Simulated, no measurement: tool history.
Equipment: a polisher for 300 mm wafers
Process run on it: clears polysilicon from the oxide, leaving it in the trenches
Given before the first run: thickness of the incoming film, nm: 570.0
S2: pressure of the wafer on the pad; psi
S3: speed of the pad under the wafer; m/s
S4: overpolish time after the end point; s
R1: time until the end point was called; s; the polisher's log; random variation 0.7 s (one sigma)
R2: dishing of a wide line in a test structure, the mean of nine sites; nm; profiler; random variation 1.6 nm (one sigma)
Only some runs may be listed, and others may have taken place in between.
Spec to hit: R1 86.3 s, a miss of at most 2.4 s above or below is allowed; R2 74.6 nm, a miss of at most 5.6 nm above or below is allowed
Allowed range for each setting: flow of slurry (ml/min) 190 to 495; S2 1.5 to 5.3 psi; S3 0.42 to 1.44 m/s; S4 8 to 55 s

{"run": 1, "hour": 0.0, "flow of slurry (ml/min)": 320, "S2": 3.4, "S3": 0.92, "S4": 28, "R1": 43.134, "R2": 79.415}
{"run": 2, "hour": 3.4, "flow of slurry (ml/min)": 320, "S2": 3.4, "S3": 1.08, "S4": 28, "R1": 36.021, "R2": 79.145}
{"run": 3, "hour": 5.8, "flow of slurry (ml/min)": 315, "S2": 3, "S3": 1.02, "S4": 27, "R1": 42.33, "R2": 81.175}
{"run": 4, "hour": 10.9, "flow of slurry (ml/min)": 240, "S2": 3, "S3": 1.02, "S4": 27, "R1": 43.213, "R2": 82.156}
{"run": 5, "hour": 13.3, "flow of slurry (ml/min)": 240, "S2": 3, "S3": 0.88, "S4": 27, "R1": 50.076, "R2": 79.738}
{"run": 6, "hour": 20.1, "flow of slurry (ml/min)": 250, "S2": 2.7, "S3": 0.84, "S4": 23, "R1": 55.837, "R2": 75.456}
{"run": 7, "hour": 23.5, "flow of slurry (ml/min)": 245, "S2": 2.5, "S3": 0.82, "S4": 24, "R1": 59.998, "R2": 78.375}
{"run": 8, "hour": 24.0, "flow of slurry (ml/min)": 245, "S2": 2.3, "S3": 0.8, "S4": 22, "R1": 65.342, "R2": 72.185}
{"run": 9, "hour": 25.4, "flow of slurry (ml/min)": 240, "S2": 2.1, "S3": 0.78, "S4": 24, "R1": 71.514, "R2": 71.584}
{"run": 10, "hour": 32.5, "flow of slurry (ml/min)": 230, "S2": 2, "S3": 0.78, "S4": 28, "R1": 72.589, "R2": 76.086}
{"run": 11, "hour": 36.5, "flow of slurry (ml/min)": 230, "S2": 1.9, "S3": 0.78, "S4": 28, "R1": 75.891, "R2": 75.835}
{"run": 12, "hour": 43.4, "flow of slurry (ml/min)": 230, "S2": 1.8, "S3": 0.78, "S4": 28, "R1": 77.527, "R2": 71.88}
{"run": 13, "hour": 51.0, "flow of slurry (ml/min)": 225, "S2": 1.8, "S3": 0.78, "S4": 30, "R1": 78.672, "R2": 74.298}
{"run": 14, "hour": 54.4, "flow of slurry (ml/min)": 225, "S2": 1.7, "S3": 0.78, "S4": 31, "R1": 80.917, "R2": 75.234}
{"run": 15, "hour": 63.3, "flow of slurry (ml/min)": 225, "S2": 1.6, "S3": 0.78, "S4": 31, "R1": 82.595, "R2": 72.524}
{"run": 16, "hour": 67.3, "flow of slurry (ml/min)": 220, "S2": 1.6, "S3": 0.78, "S4": 32, "R1": 84.53, "R2": 74.926}

Exercise: of the 4 proposed moves below, exactly one satisfies all targets within the stated allowed misses. Which move is it?
{"run": "A", "hour": 71.3, "flow of slurry (ml/min)": 205, "S2": 2.7, "S3": 0.58, "S4": 49, "R1": "?", "R2": "?"}
{"run": "B", "hour": 71.3, "flow of slurry (ml/min)": 265, "S2": 2.2, "S3": 0.64, "S4": 26, "R1": "?", "R2": "?"}
{"run": "C", "hour": 71.3, "flow of slurry (ml/min)": 210, "S2": 1.6, "S3": 0.76, "S4": 32, "R1": "?", "R2": "?"}
{"run": "D", "hour": 71.3, "flow of slurry (ml/min)": 190, "S2": 2.1, "S3": 0.7, "S4": 29, "R1": "?", "R2": "?"}

move=A R1=80.467 R2=80.613
move=B R1=80.72 R2=71.797
move=C R1=84.864 R2=74.906
move=D R1=79.846 R2=74.221
A: misses by more than the last run did
B: misses by more than the last run did
C: every result lands within tolerance
D: misses by more than the last run did
Go with C: it meets all targets.

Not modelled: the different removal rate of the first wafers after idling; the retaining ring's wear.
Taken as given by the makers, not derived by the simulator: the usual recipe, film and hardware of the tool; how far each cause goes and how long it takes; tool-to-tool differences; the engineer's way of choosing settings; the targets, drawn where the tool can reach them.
